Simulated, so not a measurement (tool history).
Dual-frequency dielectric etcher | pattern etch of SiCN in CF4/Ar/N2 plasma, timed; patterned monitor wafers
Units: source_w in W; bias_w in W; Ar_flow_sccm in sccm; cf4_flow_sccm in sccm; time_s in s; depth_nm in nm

run	hour	source_w	bias_w	Ar_flow_sccm	cf4_flow_sccm	time_s	depth_nm
1	0	470	67	111	72	127.5	113.14
2	5.6	470	59	111	72	127.5	109.13
3	11.6	470	59	127	72	127.5	107.26
4	14.1	530	59	127	72	127.5	118.25
5	21	460	58	127	72	127.5	104.69
6	23.5	410	58	127	72	127.5	95.854
7	28.3	380	58	127	72	127.5	90.854
8	29.1	360	58	127	72	127.5	86.997
9	38.2	350	58	127	72	127.5	84.967

What will run 10 give?
10	43.7	340	58	127	72	127.5	?

{"run 10": {"depth_nm": 83.075}}
